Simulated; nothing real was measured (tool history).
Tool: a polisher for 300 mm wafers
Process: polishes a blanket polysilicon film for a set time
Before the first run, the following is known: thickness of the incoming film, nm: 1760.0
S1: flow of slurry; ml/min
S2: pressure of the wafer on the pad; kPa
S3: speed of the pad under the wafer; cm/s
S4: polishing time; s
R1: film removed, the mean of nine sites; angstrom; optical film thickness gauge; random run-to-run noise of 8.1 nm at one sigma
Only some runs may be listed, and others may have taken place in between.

run,hour,S1,S2,S3,S4,R1
1,0,310,20,128,37,3670.8
2,6.8,310,21.4,128,37,3967.3
3,15.1,310,21.4,100,37,3168.9
4,15.8,310,22.1,102,37,3350.3
5,20.5,310,22.8,104,37,3515
6,25.6,360,22.8,104,37,3580.2

Expected results for the next run?
7,34.4,370,28.3,130,37,?

{"run 7": {"R1": 5352.2}}

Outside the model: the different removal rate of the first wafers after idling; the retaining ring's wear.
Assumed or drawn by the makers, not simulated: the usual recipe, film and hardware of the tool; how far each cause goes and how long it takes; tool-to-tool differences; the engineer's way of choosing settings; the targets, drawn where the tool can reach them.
